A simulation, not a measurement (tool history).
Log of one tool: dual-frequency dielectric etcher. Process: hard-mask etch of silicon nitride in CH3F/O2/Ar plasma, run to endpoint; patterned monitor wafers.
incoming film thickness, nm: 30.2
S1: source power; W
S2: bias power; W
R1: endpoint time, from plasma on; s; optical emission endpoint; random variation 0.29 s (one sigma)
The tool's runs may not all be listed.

{"run": 1, "day": 0.0, "S1": 420, "S2": 56, "R1": 44.331}
{"run": 2, "day": 0.196, "S1": 370, "S2": 49, "R1": 49.985}
{"run": 3, "day": 0.392, "S1": 370, "S2": 40, "R1": 55.164}
{"run": 4, "day": 0.7, "S1": 370, "S2": 34, "R1": 58.395}
{"run": 5, "day": 0.992, "S1": 410, "S2": 34, "R1": 54.668}
{"run": 6, "day": 1.167, "S1": 410, "S2": 41, "R1": 50.856}
{"run": 7, "day": 1.258, "S1": 380, "S2": 40, "R1": 54.148}
{"run": 8, "day": 1.479, "S1": 360, "S2": 40, "R1": 56.588}
{"run": 9, "day": 1.846, "S1": 350, "S2": 40, "R1": 57.469}
{"run": 10, "day": 2.079, "S1": 290, "S2": 38, "R1": 67.5}

Run 11 comes next. What will it give?
{"run": 11, "day": 2.104, "S1": 300, "S2": 38, "R1": "?"}

Run 11 gave R1 64.58 s.

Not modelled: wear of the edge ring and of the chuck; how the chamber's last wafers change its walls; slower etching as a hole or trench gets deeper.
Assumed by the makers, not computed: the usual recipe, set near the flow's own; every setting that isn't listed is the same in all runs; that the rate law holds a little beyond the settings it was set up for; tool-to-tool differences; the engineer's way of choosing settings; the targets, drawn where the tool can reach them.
